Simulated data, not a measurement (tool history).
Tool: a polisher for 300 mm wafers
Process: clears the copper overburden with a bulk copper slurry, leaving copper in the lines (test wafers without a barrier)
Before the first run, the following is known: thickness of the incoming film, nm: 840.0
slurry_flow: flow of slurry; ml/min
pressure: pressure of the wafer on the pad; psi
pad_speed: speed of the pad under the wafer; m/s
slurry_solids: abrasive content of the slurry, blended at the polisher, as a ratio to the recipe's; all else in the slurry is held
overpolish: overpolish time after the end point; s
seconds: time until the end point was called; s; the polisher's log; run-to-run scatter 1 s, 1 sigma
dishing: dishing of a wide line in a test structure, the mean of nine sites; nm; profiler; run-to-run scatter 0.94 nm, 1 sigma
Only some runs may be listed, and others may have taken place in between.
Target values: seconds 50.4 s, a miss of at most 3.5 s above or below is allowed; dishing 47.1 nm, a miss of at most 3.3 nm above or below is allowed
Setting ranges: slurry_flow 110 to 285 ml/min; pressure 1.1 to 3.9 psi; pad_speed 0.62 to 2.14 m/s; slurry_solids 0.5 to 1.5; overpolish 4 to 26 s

run	hour	slurry_flow	pressure	pad_speed	slurry_solids	overpolish	seconds	dishing
1	0	180	2.5	1.38	1	13	66.266	89.669
2	3.3	180	3	1.38	1	13	57.494	99.368
3	9.2	180	3	1.38	1	17	59.894	115.62
4	11.4	180	2.5	1.38	1	17	63.99	104.32
5	14.8	180	2.5	1.38	1.1	17	64.174	106.21
6	17.9	185	2.3	1.5	1	15	67.103	100.26
7	18.5	170	2.6	1.34	1.1	13	63.89	95.737
8	25.1	190	2.8	1.3	1	11	61.608	84.72
9	28.8	240	2.9	1.54	0.75	5	61.721	49.389
10	34.9	245	3	1.56	0.7	5	57.884	49.993
11	42.3	250	3.1	1.58	0.65	5	56.647	52.6
12	49.8	255	3.1	1.64	0.65	5	55.436	51.465
13	58.6	260	3.1	1.68	0.6	5	56.797	52.752
14	61.5	265	3.1	1.64	0.7	5	55.545	52.926
15	67.7	270	3.1	1.7	0.65	5	53.907	53.662
16	73.1	275	3.1	1.72	0.6	5	56.214	51.761
17	80.8	275	3.1	1.76	0.6	5	52.579	52.757
18	86.5	275	3	1.8	0.6	5	54.379	52.417
19	93.6	275	3	1.84	0.6	5	54.463	51.625
20	95.4	275	3	1.9	0.6	5	54.039	53.954
21	100.4	275	3.1	1.8	0.6	5	53.811	54.81

Exactly one of the 4 candidate moves below puts every result within its allowed miss. Which one?
A	105.4	225	2.6	1.94	0.6	9	?	?
B	105.4	255	2.7	1.94	0.5	6	?	?
C	105.4	240	2.8	2	0.75	4	?	?
D	105.4	260	2.8	1.78	0.65	7	?	?

move	seconds	dishing
A	58.379	75.969
B	60.979	54.3
C	49.326	46.432
D	56.282	65.345
A: further off than the last run
B: further off than the last run
C: in spec on every target
D: further off than the last run
Correct choice: C, which meets every target

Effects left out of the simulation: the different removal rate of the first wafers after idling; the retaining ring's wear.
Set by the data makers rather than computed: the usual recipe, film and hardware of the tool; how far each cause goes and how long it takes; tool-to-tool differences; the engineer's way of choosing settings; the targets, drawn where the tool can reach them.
